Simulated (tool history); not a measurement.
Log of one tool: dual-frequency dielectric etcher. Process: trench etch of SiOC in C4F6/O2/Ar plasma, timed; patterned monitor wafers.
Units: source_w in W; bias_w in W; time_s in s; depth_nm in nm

run  hour  source_w  bias_w  time_s  depth_nm
  1   0.0       280     201    13.0    24.525
  2   2.4       320     201    13.0    25.697
  3   5.8       320     230    13.0    26.644
  4   6.7       330     233    13.0    26.936
  5  15.6       290     233    13.0    25.715
  6  22.0       290     202    13.0    24.722

Forecast run 7:
  7  30.8       290     202    13.0         ?

{"run 7": {"depth_nm": 24.616}}
